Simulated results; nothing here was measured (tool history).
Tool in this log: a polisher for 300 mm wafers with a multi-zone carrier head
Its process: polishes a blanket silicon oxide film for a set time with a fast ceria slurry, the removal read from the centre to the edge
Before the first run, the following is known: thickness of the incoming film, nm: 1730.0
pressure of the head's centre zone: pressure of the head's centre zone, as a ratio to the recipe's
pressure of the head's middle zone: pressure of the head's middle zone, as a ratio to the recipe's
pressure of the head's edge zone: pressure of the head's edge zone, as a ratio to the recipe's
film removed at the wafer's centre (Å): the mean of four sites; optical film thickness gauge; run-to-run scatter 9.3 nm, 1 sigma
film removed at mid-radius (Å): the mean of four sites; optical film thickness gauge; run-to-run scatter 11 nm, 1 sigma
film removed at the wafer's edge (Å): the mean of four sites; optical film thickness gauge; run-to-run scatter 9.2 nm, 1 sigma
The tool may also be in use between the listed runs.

run,hour,flow of slurry (ml/min),pressure of the head's centre zone,pressure of the head's middle zone,pressure of the head's edge zone,polishing time (s),film removed at the wafer's centre (Å),film removed at mid-radius (Å),film removed at the wafer's edge (Å)
1,0,280,1,1,1,31,4816.8,4727.6,4844.7
2,5,280,1,1,1,35,5379.3,5475.4,5367
3,13.5,280,1,0.96,1,35,5626.4,5211.7,5354
4,20.8,280,1.03,0.96,1,35,5646.9,5268.4,5455.8
5,28.5,280,1.03,0.96,1,43,7022.5,6354.5,6633.4
6,29.6,285,1.03,1,0.97,43,6904.3,6629.9,6298.4
7,32.4,285,1.02,1.02,0.97,43,6946.1,6674.7,6478

Predict the results of run 8:
8,33.9,285,1.01,1.05,0.96,43,?,?,?

Run 8 yielded film removed at the wafer's centre (Å) 6771.6, film removed at mid-radius (Å) 6767.9, film removed at the wafer's edge (Å) 6494.6.

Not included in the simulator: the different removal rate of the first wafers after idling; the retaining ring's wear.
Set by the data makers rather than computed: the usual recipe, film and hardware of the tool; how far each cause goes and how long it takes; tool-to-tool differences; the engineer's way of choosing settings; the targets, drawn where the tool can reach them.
